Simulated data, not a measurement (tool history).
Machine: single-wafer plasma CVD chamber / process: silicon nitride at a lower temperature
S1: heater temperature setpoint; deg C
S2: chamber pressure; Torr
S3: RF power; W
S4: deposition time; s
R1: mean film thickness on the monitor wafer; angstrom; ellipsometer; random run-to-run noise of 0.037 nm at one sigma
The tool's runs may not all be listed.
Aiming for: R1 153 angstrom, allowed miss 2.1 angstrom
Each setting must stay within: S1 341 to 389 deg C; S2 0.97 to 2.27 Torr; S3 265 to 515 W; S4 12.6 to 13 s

run	day	S1	S2	S3	S4	R1
1	0	365	1.62	390	12.6	167.74
2	0.033	365	1.55	390	12.6	166.19
3	0.342	365	1.49	390	12.6	164.06
4	0.408	365	1.44	390	12.6	162.39
5	0.504	365	1.4	390	12.6	160.84
6	0.85	365	1.37	390	12.6	159.65
7	0.896	365	1.34	390	12.6	158.44
8	1.046	365	1.32	390	12.6	157.86
9	1.312	365	1.3	390	12.6	157.28
10	1.396	365	1.28	390	12.6	156.04
11	1.458	365	1.27	390	12.6	156.07
12	1.662	365	1.27	390	12.6	155.88
13	1.85	365	1.26	390	12.6	155.36
14	2.067	365	1.25	390	12.6	155.14

Consider the 5 candidate settings below. Which is the only one whose results all fall within their allowed miss of target?
A	2.283	355	1.18	415	12.7	?
B	2.283	375	0.97	425	12.6	?
C	2.283	368	1.42	335	13	?
D	2.283	364	1.38	325	13	?
E	2.283	371	1.39	330	12.7	?

move	R1
A	159.4
B	147.66
C	153.44
D	149.8
E	147.46
A: further off than the last run
B: takes the biggest miss from the last run beyond its target
C: meets every target
D: takes the biggest miss from the last run beyond its target
E: takes the biggest miss from the last run beyond its target
Move C is the one to make.
